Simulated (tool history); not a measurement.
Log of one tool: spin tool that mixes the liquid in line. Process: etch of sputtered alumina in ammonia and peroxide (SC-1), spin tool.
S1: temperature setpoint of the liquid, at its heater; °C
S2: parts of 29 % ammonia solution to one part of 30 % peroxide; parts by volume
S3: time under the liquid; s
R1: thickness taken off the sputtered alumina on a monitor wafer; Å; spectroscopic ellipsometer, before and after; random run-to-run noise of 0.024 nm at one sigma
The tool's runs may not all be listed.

Run 1, hour 0: S1 50 °C, S2 0.95 parts by volume, S3 90 s. Result: R1 69.374 Å.
Run 2, hour 6.4: S1 48 °C, S2 0.95 parts by volume, S3 90 s. Result: R1 61.533 Å.
Run 3, hour 14.7: S1 46.5 °C, S2 0.95 parts by volume, S3 90 s. Result: R1 56.724 Å.
Run 4, hour 17: S1 53 °C, S2 0.95 parts by volume, S3 90 s. Result: R1 81.746 Å.
Run 5, hour 23.1: S1 56.5 °C, S2 0.95 parts by volume, S3 90 s. Result: R1 98.903 Å.
Run 6, hour 30.6: S1 53.5 °C, S2 0.95 parts by volume, S3 90 s. Result: R1 83.668 Å.

The next listed run, before its measurement:
Run 7, hour 35.5: S1 50.5 °C, S2 0.95 parts by volume, S3 90 s. Result: R1 ?.

Run 7 produced R1 71.451 Å.
